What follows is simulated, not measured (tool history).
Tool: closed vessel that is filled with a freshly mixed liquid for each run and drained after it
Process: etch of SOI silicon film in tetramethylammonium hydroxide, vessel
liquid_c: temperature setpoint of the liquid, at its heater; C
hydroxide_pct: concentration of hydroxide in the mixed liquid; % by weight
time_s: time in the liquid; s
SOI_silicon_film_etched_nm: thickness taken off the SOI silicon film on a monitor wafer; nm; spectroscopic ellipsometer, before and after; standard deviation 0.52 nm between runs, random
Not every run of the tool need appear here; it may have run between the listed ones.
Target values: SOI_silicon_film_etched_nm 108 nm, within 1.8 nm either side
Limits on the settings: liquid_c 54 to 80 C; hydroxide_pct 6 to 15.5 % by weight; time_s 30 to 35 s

run 1 hour=0 | liquid_c=67 hydroxide_pct=10.5 time_s=35 | SOI_silicon_film_etched_nm=194.22
run 2 hour=4.2 | liquid_c=67 hydroxide_pct=9 time_s=35 | SOI_silicon_film_etched_nm=206.69
run 3 hour=11.8 | liquid_c=63.5 hydroxide_pct=9 time_s=35 | SOI_silicon_film_etched_nm=168.34
run 4 hour=19.5 | liquid_c=63.5 hydroxide_pct=9 time_s=35 | SOI_silicon_film_etched_nm=168.39
run 5 hour=22.9 | liquid_c=63.5 hydroxide_pct=8 time_s=35 | SOI_silicon_film_etched_nm=173.38
run 6 hour=30.1 | liquid_c=61 hydroxide_pct=8 time_s=35 | SOI_silicon_film_etched_nm=148.35
run 7 hour=39.2 | liquid_c=59.5 hydroxide_pct=8 time_s=35 | SOI_silicon_film_etched_nm=136.35
run 8 hour=40.1 | liquid_c=58 hydroxide_pct=8 time_s=35 | SOI_silicon_film_etched_nm=123.32
run 9 hour=47.2 | liquid_c=55.5 hydroxide_pct=8 time_s=35 | SOI_silicon_film_etched_nm=105.64

5 candidate next runs follow, results not yet known. Just one meets every target within its allowed miss. Identify it.
run A hour=54.3 | liquid_c=57.5 hydroxide_pct=8 time_s=30 | SOI_silicon_film_etched_nm=?
run B hour=54.3 | liquid_c=55.5 hydroxide_pct=7.5 time_s=35 | SOI_silicon_film_etched_nm=?
run C hour=54.3 | liquid_c=58 hydroxide_pct=8.5 time_s=30 | SOI_silicon_film_etched_nm=?
run D hour=54.3 | liquid_c=58.5 hydroxide_pct=9 time_s=30 | SOI_silicon_film_etched_nm=?
run E hour=54.3 | liquid_c=56.5 hydroxide_pct=8 time_s=35 | SOI_silicon_film_etched_nm=?

move=A SOI_silicon_film_etched_nm=102.97
move=B SOI_silicon_film_etched_nm=107.74
move=C SOI_silicon_film_etched_nm=104.24
move=D SOI_silicon_film_etched_nm=105.46
move=E SOI_silicon_film_etched_nm=112.7
A: lands further from the targets than the last run did
B: all results land within tolerance of their targets
C: lands further from the targets than the last run did
D: lands further from the targets than the last run did
E: pushes the last run's worst result past its target
The move that meets every target is B.
